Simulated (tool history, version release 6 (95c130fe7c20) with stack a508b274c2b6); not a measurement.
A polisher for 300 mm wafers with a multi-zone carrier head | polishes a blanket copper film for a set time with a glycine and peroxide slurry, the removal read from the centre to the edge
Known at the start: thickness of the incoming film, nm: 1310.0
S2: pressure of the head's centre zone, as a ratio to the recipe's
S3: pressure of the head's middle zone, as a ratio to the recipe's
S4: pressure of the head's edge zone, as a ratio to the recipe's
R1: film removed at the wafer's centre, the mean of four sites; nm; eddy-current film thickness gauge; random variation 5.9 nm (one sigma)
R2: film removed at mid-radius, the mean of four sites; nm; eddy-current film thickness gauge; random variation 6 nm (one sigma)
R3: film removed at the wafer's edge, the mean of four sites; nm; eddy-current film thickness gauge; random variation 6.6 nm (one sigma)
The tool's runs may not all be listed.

Run 1, hour 0: flow of slurry (ml/min) 190, S2 1, S3 1, S4 1, polishing time (s) 64. Result: R1 270.4 nm, R2 311.51 nm, R3 305.24 nm.
Run 2, hour 3.6: flow of slurry (ml/min) 190, S2 1.01, S3 0.99, S4 1.02, polishing time (s) 67. Result: R1 295.13 nm, R2 320.07 nm, R3 330.29 nm.
Run 3, hour 10.1: flow of slurry (ml/min) 190, S2 1.01, S3 0.99, S4 1.05, polishing time (s) 67. Result: R1 286.42 nm, R2 317.89 nm, R3 332.6 nm.
Run 4, hour 15.6: flow of slurry (ml/min) 190, S2 0.94, S3 0.99, S4 1.05, polishing time (s) 67. Result: R1 267.38 nm, R2 317.18 nm, R3 331.53 nm.
Run 5, hour 19: flow of slurry (ml/min) 225, S2 0.94, S3 0.99, S4 1.05, polishing time (s) 67. Result: R1 276.57 nm, R2 330.29 nm, R3 342.7 nm.
At hour 22.1: centre zone pressure recalibrated.
Run 6, hour 22.1: flow of slurry (ml/min) 195, S2 0.94, S3 0.99, S4 1.05, polishing time (s) 67. Result: R1 297.43 nm, R2 325.45 nm, R3 326.87 nm.
Run 7, hour 28.7: flow of slurry (ml/min) 195, S2 0.94, S3 0.98, S4 1.06, polishing time (s) 70. Result: R1 313.4 nm, R2 322.72 nm, R3 352.25 nm.
Run 8, hour 33: flow of slurry (ml/min) 200, S2 0.94, S3 0.99, S4 1.07, polishing time (s) 72. Result: R1 316.27 nm, R2 341.94 nm, R3 360.98 nm.

Run 9 comes next. What will it give?
Run 9, hour 41: flow of slurry (ml/min) 205, S2 0.94, S3 0.99, S4 1.08, polishing time (s) 74. Result: R1 ?, R2 ?, R3 ?.

Run 9 gave R1 337.33 nm, R2 355.54 nm, R3 376.28 nm.

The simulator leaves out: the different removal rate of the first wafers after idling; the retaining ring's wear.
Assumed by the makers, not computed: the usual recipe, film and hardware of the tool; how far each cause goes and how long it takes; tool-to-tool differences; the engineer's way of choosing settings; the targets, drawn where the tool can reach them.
